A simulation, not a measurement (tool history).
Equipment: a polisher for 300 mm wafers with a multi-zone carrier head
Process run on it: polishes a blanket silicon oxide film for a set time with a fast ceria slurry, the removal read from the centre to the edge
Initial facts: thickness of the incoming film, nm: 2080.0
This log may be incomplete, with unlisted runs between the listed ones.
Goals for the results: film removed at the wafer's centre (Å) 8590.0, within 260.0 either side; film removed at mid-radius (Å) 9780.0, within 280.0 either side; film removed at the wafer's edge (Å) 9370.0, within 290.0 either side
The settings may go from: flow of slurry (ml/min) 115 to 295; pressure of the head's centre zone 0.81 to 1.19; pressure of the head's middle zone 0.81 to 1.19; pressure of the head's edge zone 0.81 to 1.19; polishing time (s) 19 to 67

run  hour  flow of slurry (ml/min)  pressure of the head's centre zone  pressure of the head's middle zone  pressure of the head's edge zone  polishing time (s)  film removed at the wafer's centre (Å)  film removed at mid-radius (Å)  film removed at the wafer's edge (Å)
  1   0.0                      190                                1.00                                1.00                              1.00                  43                                  8081.3                          7966.0                                8056.3
  2   6.1                      165                                1.00                                1.00                              1.00                  43                                  7998.9                          7744.7                                7850.5
  3   9.6                      195                                1.00                                1.00                              1.00                  43                                  8154.6                          7888.3                                8051.9
  4  10.9                      195                                1.00                                0.95                              1.00                  43                                  8124.9                          7724.0                                8109.6
  5  14.4                      210                                1.00                                0.95                              1.00                  43                                  8204.6                          7728.6                                8168.0
  6  21.4                      210                                1.00                                0.95                              1.00                  54                                 10356.0                          9747.8                               10287.0
  7  23.9                      195                                0.96                                0.97                              0.98                  54                                  9874.5                          9981.0                                9971.3
  8  26.2                      180                                0.93                                0.97                              0.98                  54                                  9609.2                          9684.1                                9892.8
  9  33.4                      175                                0.90                                0.99                              0.97                  54                                  9421.2                          9811.7                                9878.1
 10  40.9                      175                                0.90                                0.99                              0.97                  54                                  9224.0                          9745.3                                9955.8
 11  45.5                      170                                0.89                                1.01                              0.95                  54                                  9161.1                          9952.8                                9680.3
 12  48.2                      165                                0.87                                1.01                              0.94                  54                                  8965.1                          9897.8                                9686.1

Next run, 4 choices. One meets every target within its allowed miss, the rest don't. Which?
  A  50.9                      245                                0.87                                1.01                              0.81                  53                                       ?                               ?                                     ?
  B  50.9                      165                                0.92                                1.00                              0.92                  53                                       ?                               ?                                     ?
  C  50.9                      160                                0.88                                1.07                              0.97                  52                                       ?                               ?                                     ?
  D  50.9                      190                                0.85                                0.97                              0.97                  54                                       ?                               ?                                     ?

move  film removed at the wafer's centre (Å)  film removed at mid-radius (Å)  film removed at the wafer's edge (Å)
   A                                  9420.1                         10078.0                                9376.9
   B                                  9246.6                          9494.8                                9471.8
   C                                  8748.0                          9739.6                                9452.2
   D                                  9114.7                          9662.5                               10010.0
A: its largest miss is bigger than the last run's
B: its largest miss is bigger than the last run's
C: all results in spec
D: its largest miss is bigger than the last run's
C meets every target.
